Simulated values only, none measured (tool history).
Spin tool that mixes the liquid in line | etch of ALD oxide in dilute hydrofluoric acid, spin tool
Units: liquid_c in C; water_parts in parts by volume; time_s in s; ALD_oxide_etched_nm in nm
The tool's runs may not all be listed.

{"run": 1, "day": 0.0, "liquid_c": 21.0, "water_parts": 185, "time_s": 60, "ALD_oxide_etched_nm": 2.6012}
{"run": 2, "day": 0.338, "liquid_c": 21.0, "water_parts": 185, "time_s": 40, "ALD_oxide_etched_nm": 1.7427}
{"run": 3, "day": 0.546, "liquid_c": 19.0, "water_parts": 185, "time_s": 40, "ALD_oxide_etched_nm": 1.6152}
{"run": 4, "day": 0.908, "liquid_c": 20.0, "water_parts": 170, "time_s": 40, "ALD_oxide_etched_nm": 1.8674}
{"run": 5, "day": 1.008, "liquid_c": 20.0, "water_parts": 120, "time_s": 40, "ALD_oxide_etched_nm": 2.8071}
{"run": 6, "day": 1.246, "liquid_c": 21.0, "water_parts": 115, "time_s": 40, "ALD_oxide_etched_nm": 3.0733}
{"run": 7, "day": 1.617, "liquid_c": 22.0, "water_parts": 110, "time_s": 40, "ALD_oxide_etched_nm": 3.3269}
{"run": 8, "day": 1.879, "liquid_c": 22.0, "water_parts": 110, "time_s": 40, "ALD_oxide_etched_nm": 3.3658}
{"run": 9, "day": 2.175, "liquid_c": 23.0, "water_parts": 105, "time_s": 40, "ALD_oxide_etched_nm": 3.6341}
{"run": 10, "day": 2.292, "liquid_c": 23.5, "water_parts": 95, "time_s": 40, "ALD_oxide_etched_nm": 4.175}
{"run": 11, "day": 2.462, "liquid_c": 24.0, "water_parts": 90, "time_s": 40, "ALD_oxide_etched_nm": 4.5369}
{"run": 12, "day": 2.667, "liquid_c": 24.5, "water_parts": 85, "time_s": 40, "ALD_oxide_etched_nm": 4.9518}
{"run": 13, "day": 2.967, "liquid_c": 25.0, "water_parts": 85, "time_s": 40, "ALD_oxide_etched_nm": 4.9642}
{"run": 14, "day": 3.054, "liquid_c": 29.0, "water_parts": 40, "time_s": 45, "ALD_oxide_etched_nm": 15.118}

Run 15 comes next. What will it give?
{"day": 3.179, "done": "thermometer replaced"}
{"run": 15, "day": 3.179, "liquid_c": 28.5, "water_parts": 40, "time_s": 45, "ALD_oxide_etched_nm": "?"}

{"run 15": {"ALD_oxide_etched_nm": 13.661}}
